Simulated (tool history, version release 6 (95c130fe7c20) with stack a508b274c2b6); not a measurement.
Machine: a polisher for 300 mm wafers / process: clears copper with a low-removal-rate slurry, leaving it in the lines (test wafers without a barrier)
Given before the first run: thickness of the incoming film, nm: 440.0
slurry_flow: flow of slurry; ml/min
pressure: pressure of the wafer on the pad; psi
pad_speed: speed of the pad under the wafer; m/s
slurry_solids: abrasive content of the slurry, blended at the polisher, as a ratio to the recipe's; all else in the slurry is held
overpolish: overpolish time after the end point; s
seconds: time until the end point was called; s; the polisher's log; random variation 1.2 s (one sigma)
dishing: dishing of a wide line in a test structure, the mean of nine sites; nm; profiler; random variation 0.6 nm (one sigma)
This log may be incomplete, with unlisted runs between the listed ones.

Run 1, hour 0: slurry_flow 215 ml/min, pressure 3.3 psi, pad_speed 1.08 m/s, slurry_solids 1, overpolish 13 s. Result: seconds 99.969 s, dishing 22.739 nm.
Run 2, hour 0.7: slurry_flow 265 ml/min, pressure 3.3 psi, pad_speed 1.08 m/s, slurry_solids 1, overpolish 13 s. Result: seconds 98.018 s, dishing 22.92 nm.
Run 3, hour 5.1: slurry_flow 285 ml/min, pressure 3.3 psi, pad_speed 1.08 m/s, slurry_solids 1, overpolish 13 s. Result: seconds 98.895 s, dishing 23.573 nm.
Run 4, hour 11.7: slurry_flow 285 ml/min, pressure 2.7 psi, pad_speed 1.08 m/s, slurry_solids 1, overpolish 13 s. Result: seconds 116.63 s, dishing 20.889 nm.
Run 5, hour 16.3: slurry_flow 285 ml/min, pressure 3.2 psi, pad_speed 1.08 m/s, slurry_solids 1, overpolish 13 s. Result: seconds 101.28 s, dishing 22.733 nm.
Run 6, hour 22.5: slurry_flow 285 ml/min, pressure 3.2 psi, pad_speed 1.08 m/s, slurry_solids 1, overpolish 10 s. Result: seconds 104.02 s, dishing 19.143 nm.
Run 7, hour 31.2: slurry_flow 285 ml/min, pressure 3.6 psi, pad_speed 1.1 m/s, slurry_solids 1, overpolish 11 s. Result: seconds 89.604 s, dishing 22.389 nm.
Run 8, hour 32.3: slurry_flow 285 ml/min, pressure 3.9 psi, pad_speed 1.1 m/s, slurry_solids 1, overpolish 12 s. Result: seconds 84.647 s, dishing 23.476 nm.
Run 9, hour 34.8: slurry_flow 285 ml/min, pressure 4.2 psi, pad_speed 1.12 m/s, slurry_solids 1, overpolish 13 s. Result: seconds 81.185 s, dishing 25.093 nm.
Run 10, hour 38.6: slurry_flow 285 ml/min, pressure 4.4 psi, pad_speed 1.14 m/s, slurry_solids 1, overpolish 14 s. Result: seconds 74.584 s, dishing 26.041 nm.

Run 11 has not been measured yet. What should we expect?
Run 11, hour 44.2: slurry_flow 285 ml/min, pressure 4.5 psi, pad_speed 1.14 m/s, slurry_solids 1, overpolish 15 s. Result: seconds ?, dishing ?.

seconds: 73.576 s
dishing: 26.349 nm
